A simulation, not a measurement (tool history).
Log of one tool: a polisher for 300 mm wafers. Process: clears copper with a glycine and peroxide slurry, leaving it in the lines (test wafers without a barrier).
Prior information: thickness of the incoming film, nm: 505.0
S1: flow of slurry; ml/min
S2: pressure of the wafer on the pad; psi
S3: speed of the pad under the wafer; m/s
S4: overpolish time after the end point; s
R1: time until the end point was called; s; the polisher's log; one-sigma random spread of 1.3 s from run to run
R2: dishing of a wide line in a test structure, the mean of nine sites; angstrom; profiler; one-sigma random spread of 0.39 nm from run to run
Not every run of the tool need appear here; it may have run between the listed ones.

run  hour   S1   S2    S3  S4      R1      R2
  1     0  175  2.5  0.82  20  123.18  578.45
  2     3  175    2  0.82  20  148.05  505.34
  3   6.7  155  2.4  0.78  16   136.1  451.94
  4     9  155  2.1  0.78  16  145.84  408.63
  5   9.7  140  1.9  0.92  13  146.68  344.28
  6  14.4  140  1.9  0.92  17  143.16  432.37
  7  18.9  130    2  1.02  14  129.15  417.11
  8    23  125    2   1.1  12  121.29  374.93
  9  31.6  125    2   1.1  12  122.45  374.46
 10  34.7  170  1.9  1.14  10  119.03  317.62
 11  37.8  200  1.9  1.18   9   115.1  303.39
 12  42.6  220    2   1.2   8  104.54  291.79
 13  46.2  235    2  1.22   7  106.17  269.65
 14  54.2  245    2  1.24   7  103.27  270.05
 15  62.4  250    2  1.24   7  102.25  264.03

What will run 16 give?
 16  70.2  255   2  1.24   7   ?   ?

R1: 103.78 s
R2: 269.63 angstrom

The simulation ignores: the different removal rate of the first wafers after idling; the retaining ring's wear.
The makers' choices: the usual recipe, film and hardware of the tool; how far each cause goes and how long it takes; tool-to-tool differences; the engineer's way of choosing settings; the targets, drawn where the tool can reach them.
